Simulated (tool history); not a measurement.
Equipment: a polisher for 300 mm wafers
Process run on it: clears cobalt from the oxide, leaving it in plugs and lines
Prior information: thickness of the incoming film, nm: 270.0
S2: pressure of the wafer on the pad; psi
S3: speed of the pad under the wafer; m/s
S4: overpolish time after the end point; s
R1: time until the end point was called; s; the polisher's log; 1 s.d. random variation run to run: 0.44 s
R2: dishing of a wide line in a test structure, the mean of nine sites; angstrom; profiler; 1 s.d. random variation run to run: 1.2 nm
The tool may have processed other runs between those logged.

{"run": 1, "hour": 0.0, "flow of slurry (ml/min)": 160, "S2": 2.3, "S3": 1.24, "S4": 13, "R1": 34.686, "R2": 670.31}
{"run": 2, "hour": 3.2, "flow of slurry (ml/min)": 155, "S2": 2.1, "S3": 1.24, "S4": 12, "R1": 38.671, "R2": 637.34}
{"run": 3, "hour": 4.0, "flow of slurry (ml/min)": 155, "S2": 2.1, "S3": 1.54, "S4": 12, "R1": 30.418, "R2": 693.84}
{"run": 4, "hour": 8.7, "flow of slurry (ml/min)": 155, "S2": 2.1, "S3": 1.54, "S4": 7, "R1": 29.937, "R2": 459.95}
{"run": 5, "hour": 10.9, "flow of slurry (ml/min)": 175, "S2": 2.1, "S3": 1.54, "S4": 7, "R1": 29.845, "R2": 469.58}
{"run": 6, "hour": 15.8, "flow of slurry (ml/min)": 175, "S2": 1.8, "S3": 1.54, "S4": 8, "R1": 33.735, "R2": 485.89}

The next listed run, before its measurement:
{"run": 7, "hour": 20.9, "flow of slurry (ml/min)": 175, "S2": 1.6, "S3": 1.54, "S4": 9, "R1": "?", "R2": "?"}

{"run 7": {"R1": 36.744, "R2": 507.27}}

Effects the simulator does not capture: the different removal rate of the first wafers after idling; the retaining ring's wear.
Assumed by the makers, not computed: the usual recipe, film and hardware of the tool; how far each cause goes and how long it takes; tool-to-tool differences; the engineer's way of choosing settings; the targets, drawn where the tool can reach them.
